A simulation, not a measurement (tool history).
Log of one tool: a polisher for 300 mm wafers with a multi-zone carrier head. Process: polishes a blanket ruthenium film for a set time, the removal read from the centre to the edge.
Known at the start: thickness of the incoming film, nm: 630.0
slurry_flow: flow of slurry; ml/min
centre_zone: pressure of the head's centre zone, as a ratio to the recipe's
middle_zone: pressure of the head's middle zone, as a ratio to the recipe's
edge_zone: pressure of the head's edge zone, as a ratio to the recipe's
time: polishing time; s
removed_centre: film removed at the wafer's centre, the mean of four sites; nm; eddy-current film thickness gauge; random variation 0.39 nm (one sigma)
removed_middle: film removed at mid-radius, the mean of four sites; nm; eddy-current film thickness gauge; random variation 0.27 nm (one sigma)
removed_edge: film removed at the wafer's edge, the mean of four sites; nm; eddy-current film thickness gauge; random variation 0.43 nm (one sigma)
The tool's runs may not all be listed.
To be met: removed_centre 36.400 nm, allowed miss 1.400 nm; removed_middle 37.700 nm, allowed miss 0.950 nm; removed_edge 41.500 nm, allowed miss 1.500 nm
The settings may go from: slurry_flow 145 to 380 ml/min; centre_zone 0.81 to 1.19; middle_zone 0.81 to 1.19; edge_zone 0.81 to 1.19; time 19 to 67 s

run 1 hour=0.0 | slurry_flow=245 centre_zone=1.00 middle_zone=1.00 edge_zone=1.00 time=43 | removed_centre=44.038 removed_middle=44.998 removed_edge=43.744
run 2 hour=2.0 | slurry_flow=245 centre_zone=1.00 middle_zone=1.07 edge_zone=1.00 time=43 | removed_centre=43.151 removed_middle=46.628 removed_edge=43.906
run 3 hour=7.2 | slurry_flow=230 centre_zone=0.96 middle_zone=1.00 edge_zone=1.02 time=42 | removed_centre=41.786 removed_middle=43.478 removed_edge=41.523
run 4 hour=13.7 | slurry_flow=280 centre_zone=0.92 middle_zone=0.95 edge_zone=1.08 time=40 | removed_centre=39.577 removed_middle=40.129 removed_edge=42.275
run 5 hour=21.8 | slurry_flow=280 centre_zone=0.92 middle_zone=0.95 edge_zone=1.08 time=49 | removed_centre=47.944 removed_middle=49.698 removed_edge=52.298
run 6 hour=24.0 | slurry_flow=270 centre_zone=0.88 middle_zone=0.92 edge_zone=1.09 time=46 | removed_centre=43.607 removed_middle=44.971 removed_edge=48.650
run 7 hour=25.9 | slurry_flow=260 centre_zone=0.86 middle_zone=0.90 edge_zone=1.08 time=44 | removed_centre=40.700 removed_middle=41.833 removed_edge=46.257
run 8 hour=33.1 | slurry_flow=260 centre_zone=0.86 middle_zone=0.90 edge_zone=1.08 time=44 | removed_centre=41.291 removed_middle=42.162 removed_edge=46.269
run 9 hour=35.7 | slurry_flow=250 centre_zone=0.84 middle_zone=0.89 edge_zone=1.07 time=43 | removed_centre=39.419 removed_middle=40.122 removed_edge=44.154
run 10 hour=44.4 | slurry_flow=240 centre_zone=0.83 middle_zone=0.89 edge_zone=1.07 time=42 | removed_centre=38.037 removed_middle=39.293 removed_edge=43.417
run 11 hour=52.7 | slurry_flow=230 centre_zone=0.82 middle_zone=0.89 edge_zone=1.06 time=42 | removed_centre=37.260 removed_middle=39.815 removed_edge=43.182
run 12 hour=60.6 | slurry_flow=225 centre_zone=0.82 middle_zone=0.88 edge_zone=1.05 time=42 | removed_centre=37.112 removed_middle=38.318 removed_edge=44.046

Which of these 4 next moves meets every target?
run A hour=68.5 | slurry_flow=230 centre_zone=0.86 middle_zone=0.84 edge_zone=1.07 time=40 | removed_centre=? removed_middle=? removed_edge=?
run B hour=68.5 | slurry_flow=260 centre_zone=0.84 middle_zone=0.89 edge_zone=1.07 time=40 | removed_centre=? removed_middle=? removed_edge=?
run C hour=68.5 | slurry_flow=315 centre_zone=1.02 middle_zone=1.10 edge_zone=1.17 time=34 | removed_centre=? removed_middle=? removed_edge=?
run D hour=68.5 | slurry_flow=215 centre_zone=0.83 middle_zone=0.86 edge_zone=1.10 time=44 | removed_centre=? removed_middle=? removed_edge=?

move=A removed_centre=36.864 removed_middle=35.206 removed_edge=41.781
move=B removed_centre=36.827 removed_middle=37.437 removed_edge=42.188
move=C removed_centre=36.811 removed_middle=38.728 removed_edge=37.965
move=D removed_centre=39.201 removed_middle=39.164 removed_edge=46.306
A: brings the result that was furthest off to its target, and leaves another outside
B: meets every target
C: takes the result that was furthest off past its target
D: further off than the last run
The right move is B.

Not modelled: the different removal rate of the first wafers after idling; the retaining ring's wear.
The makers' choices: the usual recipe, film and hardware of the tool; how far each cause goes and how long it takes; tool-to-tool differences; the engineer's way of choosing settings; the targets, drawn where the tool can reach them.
